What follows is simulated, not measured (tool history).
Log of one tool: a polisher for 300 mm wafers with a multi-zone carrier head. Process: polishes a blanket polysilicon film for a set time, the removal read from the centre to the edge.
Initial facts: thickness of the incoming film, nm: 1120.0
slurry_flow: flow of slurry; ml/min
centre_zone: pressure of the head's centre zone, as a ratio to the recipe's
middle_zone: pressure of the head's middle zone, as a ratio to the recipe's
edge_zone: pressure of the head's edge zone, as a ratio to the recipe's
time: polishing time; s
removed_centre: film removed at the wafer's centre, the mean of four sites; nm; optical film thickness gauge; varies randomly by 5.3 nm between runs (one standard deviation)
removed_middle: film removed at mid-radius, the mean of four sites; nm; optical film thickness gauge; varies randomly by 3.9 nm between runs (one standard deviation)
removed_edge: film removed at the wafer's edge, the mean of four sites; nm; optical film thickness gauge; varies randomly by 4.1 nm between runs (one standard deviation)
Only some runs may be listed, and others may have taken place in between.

| run | hour | slurry_flow | centre_zone | middle_zone | edge_zone | time | removed_centre | removed_middle | removed_edge |
|---|---|---|---|---|---|---|---|---|---|
| 1 | 0.0 | 140 | 1.00 | 1.00 | 1.00 | 42 | 330.13 | 333.83 | 343.86 |
| 2 | 5.7 | 140 | 1.00 | 1.00 | 1.00 | 51 | 406.73 | 398.82 | 412.21 |
| 3 | 9.0 | 140 | 1.00 | 1.00 | 1.00 | 44 | 355.12 | 347.88 | 362.77 |
| 4 | 13.2 | 155 | 0.98 | 1.04 | 1.05 | 45 | 360.25 | 375.26 | 376.96 |
| 5 | 20.3 | 155 | 0.98 | 1.04 | 1.05 | 35 | 276.88 | 294.56 | 291.48 |
|  | 23.1 | slurry nozzle cleaned |
| 6 | 23.1 | 155 | 0.98 | 0.99 | 1.05 | 35 | 302.87 | 297.90 | 307.97 |

The next listed run, before its measurement:
| 7 | 25.6 | 170 | 0.94 | 1.01 | 1.09 | 39 | ? | ? | ? |

removed_centre: 323.45 nm
removed_middle: 348.62 nm
removed_edge: 344.36 nm

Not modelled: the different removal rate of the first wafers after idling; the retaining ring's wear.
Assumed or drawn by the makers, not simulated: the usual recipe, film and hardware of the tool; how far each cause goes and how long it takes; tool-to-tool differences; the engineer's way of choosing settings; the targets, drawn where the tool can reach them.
